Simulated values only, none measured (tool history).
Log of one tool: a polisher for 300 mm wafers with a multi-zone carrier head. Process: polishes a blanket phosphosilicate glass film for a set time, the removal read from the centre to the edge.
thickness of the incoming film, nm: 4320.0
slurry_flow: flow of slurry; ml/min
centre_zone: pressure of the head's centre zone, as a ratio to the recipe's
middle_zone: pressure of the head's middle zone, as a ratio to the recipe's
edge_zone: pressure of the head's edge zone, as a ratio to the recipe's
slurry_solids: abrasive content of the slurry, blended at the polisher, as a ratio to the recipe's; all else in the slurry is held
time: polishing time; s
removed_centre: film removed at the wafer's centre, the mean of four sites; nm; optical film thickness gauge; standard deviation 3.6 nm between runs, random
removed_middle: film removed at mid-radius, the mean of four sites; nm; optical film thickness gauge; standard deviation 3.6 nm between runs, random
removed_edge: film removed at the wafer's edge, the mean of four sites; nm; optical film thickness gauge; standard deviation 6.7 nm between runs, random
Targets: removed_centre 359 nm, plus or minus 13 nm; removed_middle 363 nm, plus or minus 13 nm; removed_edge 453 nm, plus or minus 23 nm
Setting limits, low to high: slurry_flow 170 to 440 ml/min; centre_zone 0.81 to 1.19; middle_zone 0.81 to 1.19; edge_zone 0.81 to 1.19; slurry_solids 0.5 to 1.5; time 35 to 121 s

run,day,slurry_flow,centre_zone,middle_zone,edge_zone,slurry_solids,time,removed_centre,removed_middle,removed_edge
1,0,280,1,1,1,1,78,532.79,517.81,556.66
2,0.154,270,0.95,0.95,1,0.85,77,446.86,456.07,477.69
3,0.371,270,0.95,0.95,0.97,0.85,77,450.04,462.27,466.1
4,0.483,270,0.95,0.95,0.94,0.85,77,444.61,459.8,462.41
5,0.625,260,0.92,0.9,1.02,0.85,75,429.96,424.16,469.53
6,0.646,250,0.88,0.88,1.06,0.8,75,384.87,398.8,467.61
7,0.917,245,0.87,0.86,1.06,0.8,75,376.55,393.85,448.58
8,1.088,240,0.87,0.84,1.09,0.8,75,376.43,385.08,466.25
9,1.229,235,0.87,0.83,1.09,0.8,75,377.85,377.54,467.48

Exactly one of the 4 candidate moves below puts every result within its allowed miss. Which one?
A,1.371,230,0.86,0.94,1.1,0.9,68,?,?,?
B,1.371,245,0.81,0.83,1.12,0.75,75,?,?,?
C,1.371,215,0.83,0.81,1.19,0.7,83,?,?,?
D,1.371,300,0.86,0.84,1.15,0.8,69,?,?,?

move,removed_centre,removed_middle,removed_edge
A,361.92,404.3,467.43
B,337.96,361.85,467.52
C,357.56,366.91,501.64
D,354.1,359.36,463.42
A: meets the target for the result that was furthest off, but another lies outside its allowed miss
B: moves the result that the last run missed by most past its target, out the other side
C: meets the target for the result that was furthest off, but another lies outside its allowed miss
D: hits every target within its allowed miss
Go with D: it meets all targets.
